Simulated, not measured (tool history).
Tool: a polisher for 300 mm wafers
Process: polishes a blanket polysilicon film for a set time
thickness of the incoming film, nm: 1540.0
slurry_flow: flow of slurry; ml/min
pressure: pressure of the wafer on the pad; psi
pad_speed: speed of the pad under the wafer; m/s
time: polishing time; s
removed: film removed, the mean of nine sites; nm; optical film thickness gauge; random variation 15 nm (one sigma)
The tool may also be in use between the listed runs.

run 1 hour=0.0 | slurry_flow=215 pressure=2.6 pad_speed=1.08 time=91 | removed=866.46
run 2 hour=7.0 | slurry_flow=215 pressure=2.6 pad_speed=0.82 time=91 | removed=665.01
run 3 hour=15.0 | slurry_flow=215 pressure=2.8 pad_speed=0.88 time=91 | removed=752.30
run 4 hour=18.4 | slurry_flow=190 pressure=2.8 pad_speed=0.88 time=91 | removed=735.06
run 5 hour=26.9 | slurry_flow=190 pressure=2.3 pad_speed=0.88 time=91 | removed=620.41
run 6 hour=33.8 | slurry_flow=190 pressure=1.8 pad_speed=0.88 time=91 | removed=497.93
run 7 hour=41.5 | slurry_flow=195 pressure=2.2 pad_speed=0.92 time=91 | removed=622.42
run 8 hour=49.1 | slurry_flow=200 pressure=2.5 pad_speed=0.96 time=91 | removed=731.15
run 9 hour=51.6 | slurry_flow=205 pressure=2.8 pad_speed=0.98 time=91 | removed=812.49
run 10 hour=54.3 | slurry_flow=215 pressure=3.0 pad_speed=1.02 time=91 | removed=931.24
run 11 hour=56.6 | slurry_flow=220 pressure=3.2 pad_speed=1.04 time=91 | removed=992.42
run 12 hour=61.8 | slurry_flow=225 pressure=3.3 pad_speed=1.08 time=91 | removed=1064.30
run 13 hour=65.4 | slurry_flow=225 pressure=3.3 pad_speed=1.08 time=91 | removed=1051.10

Forecast run 14:
run 14 hour=72.4 | slurry_flow=235 pressure=4.0 pad_speed=1.24 time=91 | removed=?

{"run 14": {"removed": 1453.4}}
